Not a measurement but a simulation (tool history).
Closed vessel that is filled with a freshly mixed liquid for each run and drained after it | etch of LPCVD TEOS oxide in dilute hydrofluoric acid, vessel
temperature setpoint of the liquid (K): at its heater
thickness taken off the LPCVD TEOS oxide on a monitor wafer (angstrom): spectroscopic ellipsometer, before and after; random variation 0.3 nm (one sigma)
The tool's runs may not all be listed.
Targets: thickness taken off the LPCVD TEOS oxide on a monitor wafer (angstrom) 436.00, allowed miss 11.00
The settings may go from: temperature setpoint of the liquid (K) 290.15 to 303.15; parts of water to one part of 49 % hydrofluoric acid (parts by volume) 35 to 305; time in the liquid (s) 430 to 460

run	day	temperature setpoint of the liquid (K)	parts of water to one part of 49 % hydrofluoric acid (parts by volume)	time in the liquid (s)	thickness taken off the LPCVD TEOS oxide on a monitor wafer (angstrom)
1	0.000	295.15	170	430	569.20
2	0.217	295.15	125	430	821.62
3	0.512	296.65	125	430	870.67
4	0.842	295.65	135	430	756.80
5	0.904	294.65	145	430	664.34
6	0.946	293.65	150	430	630.03
7	1.196	290.15	200	430	384.35
8	1.317	290.65	200	430	392.52
9	1.662	290.65	200	430	393.35

Which of these 5 next moves meets every target?
A	2.008	290.65	220	430	?
B	2.008	292.65	210	430	?
C	2.008	290.15	225	460	?
D	2.008	291.65	225	445	?
E	2.008	292.65	195	430	?

move	thickness taken off the LPCVD TEOS oxide on a monitor wafer (angstrom)
A	346.51
B	396.08
C	353.80
D	362.90
E	432.78
A: further off than the last run
B: nearer than the last run, and not there yet
C: further off than the last run
D: further off than the last run
E: meets every target
Move E is the one to make.
